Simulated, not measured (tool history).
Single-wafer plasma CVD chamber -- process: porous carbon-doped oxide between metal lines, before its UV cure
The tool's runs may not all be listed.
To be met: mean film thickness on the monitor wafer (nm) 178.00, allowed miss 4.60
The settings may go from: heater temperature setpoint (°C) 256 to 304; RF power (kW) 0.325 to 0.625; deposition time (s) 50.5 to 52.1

| run | day | heater temperature setpoint (°C) | RF power (kW) | deposition time (s) | mean film thickness on the monitor wafer (nm) |
|---|---|---|---|---|---|
| 1 | 0.000 | 280 | 0.475 | 50.5 | 249.41 |
| 2 | 0.238 | 284 | 0.450 | 50.5 | 231.21 |
| 3 | 0.362 | 287 | 0.435 | 50.5 | 220.03 |
| 4 | 0.383 | 290 | 0.425 | 50.5 | 211.13 |
|  | 0.621 | thermocouple changed; heater temperature recalibrated |
| 5 | 0.621 | 292 | 0.420 | 50.5 | 211.85 |
| 6 | 0.958 | 294 | 0.405 | 50.5 | 202.69 |
| 7 | 1.100 | 295 | 0.395 | 50.5 | 196.14 |
| 8 | 1.225 | 296 | 0.390 | 50.5 | 192.98 |
| 9 | 1.571 | 304 | 0.360 | 50.5 | 168.99 |
| 10 | 1.654 | 303 | 0.360 | 50.5 | 169.87 |
| 11 | 1.904 | 302 | 0.360 | 50.5 | 170.64 |
| 12 | 2.033 | 301 | 0.360 | 50.5 | 172.29 |

Below are 4 possible settings for the next run. Only one of them brings all results inside the allowed miss of their targets. Which is it?
| A | 2.162 | 302 | 0.350 | 50.5 | ? |
| B | 2.162 | 300 | 0.380 | 52.1 | ? |
| C | 2.162 | 291 | 0.355 | 50.5 | ? |
| D | 2.162 | 293 | 0.375 | 50.5 | ? |

| move | mean film thickness on the monitor wafer (nm) |
|---|---|
| A | 165.50 |
| B | 188.63 |
| C | 179.14 |
| D | 187.86 |
A: further off than the last run
B: carries the result that was furthest off beyond its target, to the other side
C: each result inside its tolerance
D: carries the result that was furthest off beyond its target, to the other side
Go with C: it meets all targets.

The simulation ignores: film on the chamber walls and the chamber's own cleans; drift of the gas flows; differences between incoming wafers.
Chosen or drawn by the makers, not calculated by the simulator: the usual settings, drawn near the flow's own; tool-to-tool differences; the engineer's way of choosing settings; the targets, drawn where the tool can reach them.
